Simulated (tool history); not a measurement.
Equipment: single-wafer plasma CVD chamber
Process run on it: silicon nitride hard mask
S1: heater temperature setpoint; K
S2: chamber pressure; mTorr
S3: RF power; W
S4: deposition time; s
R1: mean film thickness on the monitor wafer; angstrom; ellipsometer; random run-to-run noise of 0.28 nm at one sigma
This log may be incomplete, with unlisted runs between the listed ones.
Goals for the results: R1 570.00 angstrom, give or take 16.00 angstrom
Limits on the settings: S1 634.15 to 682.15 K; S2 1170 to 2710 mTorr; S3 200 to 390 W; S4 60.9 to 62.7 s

run	hour	S1	S2	S3	S4	R1
1	0.0	658.15	1940	295	60.9	746.01
2	3.7	658.15	1940	265	60.9	679.25
3	7.1	658.15	1940	295	60.9	749.49
4	9.6	658.15	1940	295	62.7	769.28
5	11.4	658.15	1820	270	62.3	689.49
6	15.8	649.15	1820	270	62.3	698.13
7	22.2	649.15	1670	260	62.1	649.66
8	29.6	649.15	1550	255	62.0	617.49
9	31.8	649.15	1470	255	62.0	603.92
10	34.2	649.15	1230	245	61.9	537.13
11	37.0	649.15	1280	245	61.9	546.36

Exercise: of the 5 proposed moves below, exactly one satisfies all targets within the stated allowed misses. Which move is it?
A	39.8	647.15	1170	245	60.9	?
B	39.8	645.15	1190	250	60.9	?
C	39.8	645.15	1490	245	60.9	?
D	39.8	663.15	1170	245	60.9	?
E	39.8	658.15	1500	215	62.7	?

move	R1
A	520.70
B	536.04
C	577.15
D	517.69
E	514.50
A: lands further from the targets than the last run did
B: lands further from the targets than the last run did
C: each result inside its tolerance
D: lands further from the targets than the last run did
E: lands further from the targets than the last run did
Correct choice: C, which meets every target

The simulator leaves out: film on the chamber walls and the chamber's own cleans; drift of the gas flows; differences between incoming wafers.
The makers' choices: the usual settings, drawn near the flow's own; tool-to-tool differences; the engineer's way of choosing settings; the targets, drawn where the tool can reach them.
